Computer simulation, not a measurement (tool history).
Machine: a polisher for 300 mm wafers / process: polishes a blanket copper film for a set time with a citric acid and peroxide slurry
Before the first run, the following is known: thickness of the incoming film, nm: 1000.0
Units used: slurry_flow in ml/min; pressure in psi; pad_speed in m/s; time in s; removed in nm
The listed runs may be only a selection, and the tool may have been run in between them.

Run 1, day 0.000: slurry_flow 140 ml/min, pressure 3.9 psi, pad_speed 0.90 m/s, slurry_solids 1.0, time 40 s. Result: removed 117.350 nm.
Run 2, day 0.308: slurry_flow 140 ml/min, pressure 3.6 psi, pad_speed 0.90 m/s, slurry_solids 1.0, time 40 s. Result: removed 111.220 nm.
Run 3, day 0.546: slurry_flow 140 ml/min, pressure 3.6 psi, pad_speed 0.90 m/s, slurry_solids 1.0, time 40 s. Result: removed 113.140 nm.
Run 4, day 0.633: slurry_flow 140 ml/min, pressure 3.4 psi, pad_speed 0.88 m/s, slurry_solids 1.0, time 40 s. Result: removed 106.500 nm.
Run 5, day 0.800: slurry_flow 155 ml/min, pressure 3.4 psi, pad_speed 0.88 m/s, slurry_solids 1.0, time 40 s. Result: removed 107.380 nm.
Run 6, day 0.958: slurry_flow 155 ml/min, pressure 3.2 psi, pad_speed 0.86 m/s, slurry_solids 1.0, time 40 s. Result: removed 103.350 nm.
Run 7, day 1.225: slurry_flow 150 ml/min, pressure 3.0 psi, pad_speed 0.84 m/s, slurry_solids 1.0, time 40 s. Result: removed 96.411 nm.
Run 8, day 1.546: slurry_flow 145 ml/min, pressure 2.8 psi, pad_speed 0.82 m/s, slurry_solids 1.0, time 40 s. Result: removed 89.114 nm.
Run 9, day 1.642: slurry_flow 140 ml/min, pressure 2.7 psi, pad_speed 0.80 m/s, slurry_solids 1.0, time 40 s. Result: removed 84.726 nm.
Run 10, day 1.754: slurry_flow 135 ml/min, pressure 2.6 psi, pad_speed 0.80 m/s, slurry_solids 1.0, time 40 s. Result: removed 84.730 nm.
Run 11, day 2.021: slurry_flow 135 ml/min, pressure 2.5 psi, pad_speed 0.78 m/s, slurry_solids 1.0, time 40 s. Result: removed 78.664 nm.

Run 12 comes next. What will it give?
Run 12, day 2.154: slurry_flow 130 ml/min, pressure 2.4 psi, pad_speed 0.78 m/s, slurry_solids 1.0, time 40 s. Result: removed ?.

{"run 12": {"removed": 77.559}}
